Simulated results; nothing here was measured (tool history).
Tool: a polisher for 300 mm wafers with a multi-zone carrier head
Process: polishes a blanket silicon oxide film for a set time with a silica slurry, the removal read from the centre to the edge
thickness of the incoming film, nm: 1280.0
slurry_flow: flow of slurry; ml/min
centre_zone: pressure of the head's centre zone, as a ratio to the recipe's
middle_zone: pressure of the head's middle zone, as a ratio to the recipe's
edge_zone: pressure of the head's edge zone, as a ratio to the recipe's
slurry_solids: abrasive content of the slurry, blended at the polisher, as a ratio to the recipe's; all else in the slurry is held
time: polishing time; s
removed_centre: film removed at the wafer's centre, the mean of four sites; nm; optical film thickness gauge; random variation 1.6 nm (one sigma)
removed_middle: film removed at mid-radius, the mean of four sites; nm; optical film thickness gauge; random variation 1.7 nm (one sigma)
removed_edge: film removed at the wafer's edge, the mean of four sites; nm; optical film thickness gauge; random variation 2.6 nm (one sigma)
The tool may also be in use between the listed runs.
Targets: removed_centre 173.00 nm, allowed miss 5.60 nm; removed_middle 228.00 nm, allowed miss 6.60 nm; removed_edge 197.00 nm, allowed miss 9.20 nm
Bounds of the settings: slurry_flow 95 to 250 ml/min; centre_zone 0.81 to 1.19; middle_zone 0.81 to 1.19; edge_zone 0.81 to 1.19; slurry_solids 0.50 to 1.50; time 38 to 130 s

run,day,slurry_flow,centre_zone,middle_zone,edge_zone,slurry_solids,time,removed_centre,removed_middle,removed_edge
1,0.000,160,1.00,1.00,1.00,1.00,84,301.91,316.77,313.46
2,0.229,160,1.00,1.00,0.97,1.00,84,310.27,320.43,314.25
3,0.333,155,0.97,1.03,0.96,0.85,79,259.02,282.45,269.85
4,0.675,155,0.97,0.95,0.96,0.85,79,257.17,263.38,269.32
5,0.929,120,0.97,0.95,0.96,0.85,79,251.00,255.15,266.53
6,1.100,120,0.91,0.95,0.96,0.85,79,236.65,255.08,268.21
7,1.204,125,0.89,0.99,0.93,0.75,77,216.09,246.73,238.35
8,1.579,100,0.81,1.06,0.88,0.50,76,151.61,196.01,183.74
9,1.792,120,0.82,1.07,0.88,0.50,76,158.28,203.97,180.02
10,2.021,130,0.82,1.08,0.91,0.50,76,157.29,206.54,186.37
11,2.104,145,0.83,1.09,0.92,0.50,76,165.11,208.43,191.96
12,2.196,150,0.83,1.11,0.92,0.50,76,164.84,219.42,189.41
13,2.396,155,0.83,1.11,0.93,0.50,76,166.06,218.98,193.12
14,2.654,160,0.83,1.11,0.93,0.50,76,167.45,217.66,193.79

Which of these 5 next moves meets every target?
A,2.912,135,0.81,1.18,0.83,0.60,69,?,?,?
B,2.912,120,0.84,1.12,0.90,0.65,70,?,?,?
C,2.912,165,0.83,0.98,1.03,0.50,75,?,?,?
D,2.912,125,0.81,1.18,0.90,0.50,79,?,?,?
E,2.912,125,0.82,1.08,0.92,0.50,75,?,?,?

move,removed_centre,removed_middle,removed_edge
A,162.22,225.81,178.82
B,173.75,225.54,194.77
C,165.76,193.01,197.18
D,165.14,230.16,189.58
E,158.11,202.52,182.06
A: brings the result that was furthest off to its target, and leaves another outside
B: meets every target
C: further off than the last run
D: brings the result that was furthest off to its target, and leaves another outside
E: further off than the last run
Move B is the one to make.

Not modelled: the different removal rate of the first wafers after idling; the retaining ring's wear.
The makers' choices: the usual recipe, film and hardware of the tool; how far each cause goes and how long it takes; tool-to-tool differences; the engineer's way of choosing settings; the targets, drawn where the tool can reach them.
